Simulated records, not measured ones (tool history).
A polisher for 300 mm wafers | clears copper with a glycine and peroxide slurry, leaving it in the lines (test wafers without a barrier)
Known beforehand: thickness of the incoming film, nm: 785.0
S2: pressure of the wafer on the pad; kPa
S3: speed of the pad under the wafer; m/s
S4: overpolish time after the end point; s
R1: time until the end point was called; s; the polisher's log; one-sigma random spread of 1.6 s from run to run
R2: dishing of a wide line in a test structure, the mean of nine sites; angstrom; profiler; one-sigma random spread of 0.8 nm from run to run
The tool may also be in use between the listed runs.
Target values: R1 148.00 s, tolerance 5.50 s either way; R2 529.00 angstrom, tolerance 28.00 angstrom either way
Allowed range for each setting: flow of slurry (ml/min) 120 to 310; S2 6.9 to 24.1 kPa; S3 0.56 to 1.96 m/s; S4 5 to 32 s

run 1 day=0.000 | flow_of_slurry_(ml/min)=200 S2=15.2 S3=1.26 S4=16 | R1=176.99 R2=531.19
run 2 day=0.183 | flow_of_slurry_(ml/min)=200 S2=15.2 S3=1.26 S4=12 | R1=176.11 R2=416.76
run 3 day=0.229 | flow_of_slurry_(ml/min)=200 S2=15.2 S3=1.06 S4=12 | R1=197.64 R2=382.95
run 4 day=0.529 | flow_of_slurry_(ml/min)=200 S2=15.9 S3=1.06 S4=12 | R1=190.15 R2=398.48
run 5 day=0.788 | flow_of_slurry_(ml/min)=250 S2=15.9 S3=1.06 S4=12 | R1=183.27 R2=410.05
run 6 day=1.108 | flow_of_slurry_(ml/min)=250 S2=16.5 S3=1.06 S4=12 | R1=180.74 R2=414.35
run 7 day=1.162 | flow_of_slurry_(ml/min)=250 S2=17.2 S3=1.06 S4=12 | R1=170.62 R2=419.34
run 8 day=1.462 | flow_of_slurry_(ml/min)=250 S2=17.9 S3=1.06 S4=12 | R1=168.72 R2=441.14

5 candidate next runs follow, results not yet known. Just one meets every target within its allowed miss. Identify it.
run A day=1.762 | flow_of_slurry_(ml/min)=270 S2=20.0 S3=1.26 S4=12 | R1=? R2=?
run B day=1.762 | flow_of_slurry_(ml/min)=225 S2=22.8 S3=0.90 S4=16 | R1=? R2=?
run C day=1.762 | flow_of_slurry_(ml/min)=275 S2=19.3 S3=1.16 S4=15 | R1=? R2=?
run D day=1.762 | flow_of_slurry_(ml/min)=230 S2=12.4 S3=1.14 S4=21 | R1=? R2=?
run E day=1.762 | flow_of_slurry_(ml/min)=240 S2=24.1 S3=0.90 S4=13 | R1=? R2=?

move=A R1=136.98 R2=507.02
move=B R1=156.09 R2=585.43
move=C R1=148.38 R2=572.18
move=D R1=212.56 R2=549.86
move=E R1=147.79 R2=514.72
A: carries the result that was furthest off beyond its target, to the other side
B: moves toward the targets from the last run without getting all of them in spec
C: puts the biggest miss on target and leaves a different result outside tolerance
D: the biggest miss grows against the last run
E: every result lands within tolerance
Move E is the one to make.

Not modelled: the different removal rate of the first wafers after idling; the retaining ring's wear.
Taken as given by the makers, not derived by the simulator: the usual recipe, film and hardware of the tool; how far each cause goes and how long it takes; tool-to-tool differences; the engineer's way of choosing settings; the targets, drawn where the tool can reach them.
